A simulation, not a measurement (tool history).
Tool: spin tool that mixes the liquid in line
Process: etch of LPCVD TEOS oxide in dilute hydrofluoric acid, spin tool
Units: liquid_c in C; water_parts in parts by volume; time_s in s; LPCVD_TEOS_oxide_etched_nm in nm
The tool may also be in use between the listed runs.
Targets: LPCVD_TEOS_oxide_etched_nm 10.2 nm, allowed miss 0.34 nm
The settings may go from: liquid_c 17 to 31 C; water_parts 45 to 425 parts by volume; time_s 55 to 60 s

run,hour,liquid_c,water_parts,time_s,LPCVD_TEOS_oxide_etched_nm
1,0,23,235,55,7.4114
2,1.4,23,270,55,6.4103
3,3,24.5,260,55,7.1362
4,5.6,23,260,55,6.7303
5,9.7,24.5,255,55,7.2645
6,16.8,24.5,255,60,7.8458
7,23.2,25.5,250,60,8.2515
8,28,26,245,60,8.8076
9,36.7,27,245,60,9.2785
10,40.7,27.5,245,60,9.1593

Which of these 5 next moves meets every target?
A,44.7,26,230,60,?
B,44.7,27.5,225,55,?
C,44.7,30,255,60,?
D,44.7,30.5,245,60,?
E,44.7,30,280,60,?

move,LPCVD_TEOS_oxide_etched_nm
A,9.4717
B,9.4082
C,9.5291
D,10.202
E,8.4352
A: nearer than the last run, and not there yet
B: nearer than the last run, and not there yet
C: nearer than the last run, and not there yet
D: meets every target
E: further off than the last run
Answer: D
